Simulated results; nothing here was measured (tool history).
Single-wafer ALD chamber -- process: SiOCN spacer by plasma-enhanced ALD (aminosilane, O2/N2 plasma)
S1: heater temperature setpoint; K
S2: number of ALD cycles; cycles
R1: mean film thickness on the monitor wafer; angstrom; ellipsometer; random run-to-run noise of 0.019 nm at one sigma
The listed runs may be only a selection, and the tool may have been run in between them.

run	hour	S1	S2	R1
1	0	663.15	57	35.887
2	8.1	654.15	57	35.572
3	16.7	654.15	59	36.52
4	21.4	654.15	61	38.243
5	28.3	654.15	56	35.174
6	36.5	654.15	53	33.4

What does the tool deliver on the next run?
7	40.6	654.15	56	?

{"run 7": {"R1": 35.103}}
